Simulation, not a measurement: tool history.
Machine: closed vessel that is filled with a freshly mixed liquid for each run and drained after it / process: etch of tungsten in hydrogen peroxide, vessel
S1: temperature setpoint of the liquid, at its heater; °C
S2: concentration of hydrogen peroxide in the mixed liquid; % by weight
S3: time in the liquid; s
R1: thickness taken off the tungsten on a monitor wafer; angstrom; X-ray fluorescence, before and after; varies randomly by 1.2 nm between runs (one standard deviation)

run 1 day=0.000 | S1=58.0 S2=21.5 S3=90 | R1=1195.1
run 2 day=0.138 | S1=58.0 S2=21.5 S3=90 | R1=1194.9
run 3 day=0.504 | S1=59.0 S2=21.5 S3=90 | R1=1251.6
run 4 day=0.600 | S1=66.0 S2=21.5 S3=90 | R1=1866.3
run 5 day=0.700 | S1=65.5 S2=21.5 S3=90 | R1=1821.0
run 6 day=1.025 | S1=65.0 S2=21.5 S3=90 | R1=1769.5

Run 7, settings as shown, results not yet in. Your forecast:
run 7 day=1.379 | S1=64.5 S2=21.5 S3=90 | R1=?

R1: 1731.1 angstrom
